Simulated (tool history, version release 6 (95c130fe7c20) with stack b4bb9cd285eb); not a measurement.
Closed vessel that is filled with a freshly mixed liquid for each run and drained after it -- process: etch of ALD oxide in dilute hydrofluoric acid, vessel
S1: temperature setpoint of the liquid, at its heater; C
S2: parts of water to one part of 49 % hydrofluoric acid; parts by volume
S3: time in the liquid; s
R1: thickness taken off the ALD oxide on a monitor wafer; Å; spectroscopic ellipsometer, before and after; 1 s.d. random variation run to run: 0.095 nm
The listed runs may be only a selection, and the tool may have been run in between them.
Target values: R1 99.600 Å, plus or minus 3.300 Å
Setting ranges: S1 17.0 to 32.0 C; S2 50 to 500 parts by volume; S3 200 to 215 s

run	hour	S1	S2	S3	R1
1	0.0	24.0	275	200	61.341
2	7.2	24.0	345	200	45.288
3	10.3	26.5	345	200	49.837
4	17.2	28.0	315	200	58.471
5	24.2	25.5	315	200	54.917
6	26.6	27.0	290	200	64.196
7	28.9	28.0	270	200	71.517
8	36.3	29.0	255	200	79.556
9	44.5	32.0	220	200	107.150
10	46.9	31.5	220	200	105.160
11	52.9	31.0	220	200	104.540

Exactly one of the 4 candidate moves below puts every result within its allowed miss. Which one?
A	58.9	27.5	190	205	?
B	58.9	28.5	195	200	?
C	58.9	31.0	240	215	?
D	58.9	31.5	225	210	?

move	R1
A	110.410
B	108.110
C	97.475
D	105.150
A: moves away from the targets compared with the last run
B: moves away from the targets compared with the last run
C: each result inside its tolerance
D: moves away from the targets compared with the last run
C is the move that brings every result within its allowed miss.

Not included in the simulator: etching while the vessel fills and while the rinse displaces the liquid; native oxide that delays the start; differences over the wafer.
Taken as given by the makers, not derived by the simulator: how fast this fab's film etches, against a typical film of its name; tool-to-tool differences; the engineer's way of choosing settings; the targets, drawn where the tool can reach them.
